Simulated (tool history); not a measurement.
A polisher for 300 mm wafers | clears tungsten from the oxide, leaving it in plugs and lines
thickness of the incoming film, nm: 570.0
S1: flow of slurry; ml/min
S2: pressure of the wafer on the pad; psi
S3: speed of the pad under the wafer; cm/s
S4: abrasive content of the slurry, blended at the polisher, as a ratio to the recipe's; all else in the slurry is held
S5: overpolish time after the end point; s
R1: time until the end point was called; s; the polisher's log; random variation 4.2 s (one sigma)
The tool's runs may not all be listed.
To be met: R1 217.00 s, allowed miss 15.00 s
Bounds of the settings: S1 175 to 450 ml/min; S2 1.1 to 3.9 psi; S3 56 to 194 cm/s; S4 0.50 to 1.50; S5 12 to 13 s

Run 1, hour 0.0: S1 290 ml/min, S2 2.5 psi, S3 124 cm/s, S4 1.00, S5 12 s. Result: R1 147.47 s.
Run 2, hour 3.6: S1 290 ml/min, S2 2.5 psi, S3 150 cm/s, S4 1.00, S5 12 s. Result: R1 123.08 s.
Run 3, hour 8.0: S1 290 ml/min, S2 2.5 psi, S3 180 cm/s, S4 1.00, S5 12 s. Result: R1 105.86 s.
Run 4, hour 12.1: S1 290 ml/min, S2 2.5 psi, S3 152 cm/s, S4 1.00, S5 12 s. Result: R1 120.69 s.
Run 5, hour 13.4: S1 290 ml/min, S2 2.3 psi, S3 150 cm/s, S4 1.00, S5 12 s. Result: R1 139.37 s.
Run 6, hour 17.4: S1 290 ml/min, S2 2.3 psi, S3 150 cm/s, S4 1.00, S5 13 s. Result: R1 135.78 s.
Run 7, hour 24.8: S1 290 ml/min, S2 2.3 psi, S3 150 cm/s, S4 1.00, S5 13 s. Result: R1 139.01 s.
Run 8, hour 31.2: S1 290 ml/min, S2 2.2 psi, S3 150 cm/s, S4 1.00, S5 13 s. Result: R1 146.48 s.
Run 9, hour 37.9: S1 290 ml/min, S2 2.1 psi, S3 150 cm/s, S4 1.00, S5 13 s. Result: R1 145.92 s.
Run 10, hour 41.7: S1 290 ml/min, S2 2.0 psi, S3 148 cm/s, S4 1.00, S5 13 s. Result: R1 163.12 s.

Which of these 5 next moves meets every target?
Run A, hour 45.5: S1 215 ml/min, S2 1.5 psi, S3 172 cm/s, S4 0.95, S5 13 s. Result: R1 ?.
Run B, hour 45.5: S1 270 ml/min, S2 2.3 psi, S3 156 cm/s, S4 0.75, S5 13 s. Result: R1 ?.
Run C, hour 45.5: S1 355 ml/min, S2 2.3 psi, S3 176 cm/s, S4 1.25, S5 13 s. Result: R1 ?.
Run D, hour 45.5: S1 345 ml/min, S2 1.7 psi, S3 128 cm/s, S4 0.85, S5 12 s. Result: R1 ?.
Run E, hour 45.5: S1 295 ml/min, S2 2.3 psi, S3 148 cm/s, S4 0.85, S5 13 s. Result: R1 ?.

move      R1
   A  179.23
   B  133.64
   C  103.47
   D  206.07
   E  135.72
A: nearer than the last run, and not there yet
B: further off than the last run
C: further off than the last run
D: meets every target
E: further off than the last run
Move D is the one to make.
